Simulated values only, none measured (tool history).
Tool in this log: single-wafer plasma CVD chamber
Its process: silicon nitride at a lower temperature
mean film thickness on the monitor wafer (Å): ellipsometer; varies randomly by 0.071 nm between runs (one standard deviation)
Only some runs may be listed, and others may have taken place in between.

run    day  heater temperature setpoint (K)  chamber pressure (Pa)  RF power (W)  deposition time (s)  mean film thickness on the monitor wafer (Å)
  1  0.000                           638.15                    275           250                 21.8                                        215.44
  2  0.271                           638.15                    260           245                 21.8                                        206.08
  3  0.592                           638.15                    249           245                 21.8                                        203.35
  4  0.775                           638.15                    241           245                 21.8                                        201.41
  5  0.867                           638.15                    241           245                 22.5                                        207.70
  6  1.221                           638.15                    241           245                 22.5                                        208.22
  7  1.333                           638.15                    231           245                 22.5                                        204.75
  8  1.533                           638.15                    231           245                 22.5                                        203.38
  9  1.617                           638.15                    184           230                 22.4                                        172.42
 10  1.746                           638.15                    184           230                 22.4                                        173.13
 11  1.788                           638.15                    192           230                 22.4                                        177.97
 12  1.871                           638.15                    197           230                 22.4                                        178.59
 13  2.071                           638.15                    203           230                 22.4                                        181.27
 14  2.346                           638.15                    207           230                 22.4                                        182.84
 15  2.375                           638.15                    231           235                 22.4                                        194.87

What will run 16 give?
 16  2.583                           638.15                    228           235                 22.4                                             ?

Run 16 produced mean film thickness on the monitor wafer (Å) 196.42.

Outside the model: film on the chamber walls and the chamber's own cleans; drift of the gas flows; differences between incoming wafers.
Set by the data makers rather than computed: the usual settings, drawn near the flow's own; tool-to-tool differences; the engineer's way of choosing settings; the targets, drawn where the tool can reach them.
